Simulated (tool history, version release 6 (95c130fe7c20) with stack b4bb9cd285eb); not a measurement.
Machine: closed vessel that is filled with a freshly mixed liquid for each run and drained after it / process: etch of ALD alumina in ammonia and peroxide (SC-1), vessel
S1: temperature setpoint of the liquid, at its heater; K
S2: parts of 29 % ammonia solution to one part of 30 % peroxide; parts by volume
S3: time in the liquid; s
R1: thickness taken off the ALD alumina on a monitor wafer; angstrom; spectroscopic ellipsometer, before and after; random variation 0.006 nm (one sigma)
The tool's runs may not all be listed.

Run 1, hour 0: S1 328.15 K, S2 0.4 parts by volume, S3 35 s. Result: R1 27.769 angstrom.
Run 2, hour 6.5: S1 328.15 K, S2 0.5 parts by volume, S3 35 s. Result: R1 28.489 angstrom.
Run 3, hour 9.2: S1 328.15 K, S2 0.5 parts by volume, S3 30 s. Result: R1 24.219 angstrom.
Run 4, hour 18.3: S1 326.15 K, S2 0.5 parts by volume, S3 30 s. Result: R1 21.899 angstrom.
Run 5, hour 22.9: S1 325.15 K, S2 0.5 parts by volume, S3 30 s. Result: R1 20.777 angstrom.
Run 6, hour 28.9: S1 325.15 K, S2 0.5 parts by volume, S3 30 s. Result: R1 20.734 angstrom.
Run 7, hour 30: S1 324.15 K, S2 0.5 parts by volume, S3 30 s. Result: R1 19.675 angstrom.

Expected results for the next run?
Run 8, hour 32.5: S1 323.65 K, S2 0.5 parts by volume, S3 30 s. Result: R1 ?.

{"run 8": {"R1": 19.023}}
